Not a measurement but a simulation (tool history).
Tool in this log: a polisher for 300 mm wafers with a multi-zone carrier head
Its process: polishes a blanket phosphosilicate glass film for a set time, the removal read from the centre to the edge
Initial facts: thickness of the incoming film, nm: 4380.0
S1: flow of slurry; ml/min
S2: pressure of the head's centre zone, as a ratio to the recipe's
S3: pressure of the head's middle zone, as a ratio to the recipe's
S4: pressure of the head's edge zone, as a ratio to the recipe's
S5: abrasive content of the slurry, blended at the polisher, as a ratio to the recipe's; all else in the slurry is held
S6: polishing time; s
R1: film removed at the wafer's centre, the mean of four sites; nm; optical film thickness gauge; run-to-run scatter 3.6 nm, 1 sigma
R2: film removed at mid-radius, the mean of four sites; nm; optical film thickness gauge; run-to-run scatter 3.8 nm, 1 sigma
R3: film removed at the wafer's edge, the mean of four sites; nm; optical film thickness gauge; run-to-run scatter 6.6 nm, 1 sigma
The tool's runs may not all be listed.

| run | day | S1 | S2 | S3 | S4 | S5 | S6 | R1 | R2 | R3 |
|---|---|---|---|---|---|---|---|---|---|---|
| 1 | 0 | 255 | 1 | 1 | 1 | 1 | 56 | 489.21 | 494.35 | 498.93 |
| 2 | 0.362 | 255 | 1 | 1 | 1 | 1 | 64 | 553.65 | 565.98 | 566.26 |
| 3 | 0.575 | 255 | 1 | 1 | 1.03 | 1 | 64 | 557.51 | 568.36 | 567.26 |
| 4 | 0.904 | 255 | 1.02 | 1.01 | 1.01 | 0.95 | 64 | 547.92 | 554.69 | 569.84 |
| 5 | 1.062 | 255 | 1.02 | 1.01 | 1.01 | 1.15 | 64 | 598.32 | 606.47 | 615.27 |
| 6 | 1.146 | 255 | 1.02 | 1.01 | 1.01 | 1.15 | 72 | 689.36 | 688.27 | 688.03 |
| 7 | 1.175 | 270 | 1.01 | 0.99 | 0.96 | 1.05 | 72 | 644.85 | 652.04 | 649.46 |
| 8 | 1.283 | 285 | 1.03 | 0.98 | 0.92 | 0.95 | 72 | 634.65 | 617.39 | 604.28 |
| 9 | 1.475 | 295 | 1.03 | 0.97 | 0.89 | 0.9 | 72 | 619.47 | 604.02 | 584.06 |

What will run 10 give?
| 10 | 1.696 | 295 | 1.03 | 0.96 | 0.87 | 0.85 | 72 | ? | ? | ? |

R1: 598.99 nm
R2: 574.52 nm
R3: 561.42 nm
